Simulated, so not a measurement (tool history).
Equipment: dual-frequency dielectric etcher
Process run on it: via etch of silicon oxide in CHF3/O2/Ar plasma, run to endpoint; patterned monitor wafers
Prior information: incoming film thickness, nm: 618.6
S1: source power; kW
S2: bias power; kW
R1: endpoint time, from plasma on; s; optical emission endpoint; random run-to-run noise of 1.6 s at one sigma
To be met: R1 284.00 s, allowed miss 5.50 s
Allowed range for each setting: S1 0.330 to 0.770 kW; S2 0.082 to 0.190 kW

| run | hour | S1 | S2 | R1 |
|---|---|---|---|---|
| 1 | 0.0 | 0.550 | 0.136 | 344.07 |
| 2 | 1.8 | 0.550 | 0.127 | 360.21 |
| 3 | 10.4 | 0.550 | 0.138 | 348.30 |
| 4 | 17.1 | 0.550 | 0.116 | 375.91 |
| 5 | 17.8 | 0.550 | 0.138 | 348.04 |
| 6 | 20.9 | 0.550 | 0.130 | 356.13 |
| 7 | 21.9 | 0.610 | 0.138 | 329.55 |
| 8 | 29.6 | 0.610 | 0.138 | 332.96 |
| 9 | 38.3 | 0.650 | 0.144 | 316.91 |
| 10 | 44.3 | 0.680 | 0.147 | 311.58 |
| 11 | 52.7 | 0.700 | 0.151 | 298.66 |
| 12 | 54.2 | 0.720 | 0.152 | 301.50 |
| 13 | 61.9 | 0.770 | 0.177 | 271.52 |
| 14 | 64.6 | 0.750 | 0.176 | 274.66 |

Next run, 4 choices. One meets every target within its allowed miss, the rest don't. Which?
| A | 67.3 | 0.700 | 0.174 | ? |
| B | 67.3 | 0.590 | 0.181 | ? |
| C | 67.3 | 0.770 | 0.179 | ? |
| D | 67.3 | 0.760 | 0.187 | ? |

| move | R1 |
|---|---|
| A | 282.18 |
| B | 297.25 |
| C | 268.33 |
| D | 264.79 |
A: each result inside its tolerance
B: carries the result that was furthest off beyond its target, to the other side
C: moves away from the targets compared with the last run
D: moves away from the targets compared with the last run
A is the move that brings every result within its allowed miss.
